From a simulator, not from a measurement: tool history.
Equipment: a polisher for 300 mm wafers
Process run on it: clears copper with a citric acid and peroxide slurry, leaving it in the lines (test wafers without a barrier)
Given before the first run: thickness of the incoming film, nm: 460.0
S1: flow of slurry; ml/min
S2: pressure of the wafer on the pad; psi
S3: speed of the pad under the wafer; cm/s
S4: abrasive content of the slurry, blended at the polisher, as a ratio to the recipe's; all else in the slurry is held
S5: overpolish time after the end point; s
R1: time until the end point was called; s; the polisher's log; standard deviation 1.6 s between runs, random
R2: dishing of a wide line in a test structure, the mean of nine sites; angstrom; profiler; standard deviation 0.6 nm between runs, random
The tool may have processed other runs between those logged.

run  hour   S1   S2   S3   S4  S5      R1      R2
  1   0.0  250  3.8  134  1.0  26  117.35  562.08
  2   2.8  250  3.7  134  1.0  24  118.36  494.52
  3   5.2  275  3.7  134  1.0  24  118.52  522.68
  4   6.2  275  3.6  134  1.0  22  120.10  459.27
      7.8  -- head pressure recalibrated
  5   7.8  275  3.6  134  1.2  22  108.40  547.62
  6  11.2  275  2.8  134  1.2  22  132.02  468.59

What does the tool deliver on the next run?
  7  20.0  275  2.8  134  1.2  20   ?   ?

R1: 131.12 s
R2: 413.53 angstrom

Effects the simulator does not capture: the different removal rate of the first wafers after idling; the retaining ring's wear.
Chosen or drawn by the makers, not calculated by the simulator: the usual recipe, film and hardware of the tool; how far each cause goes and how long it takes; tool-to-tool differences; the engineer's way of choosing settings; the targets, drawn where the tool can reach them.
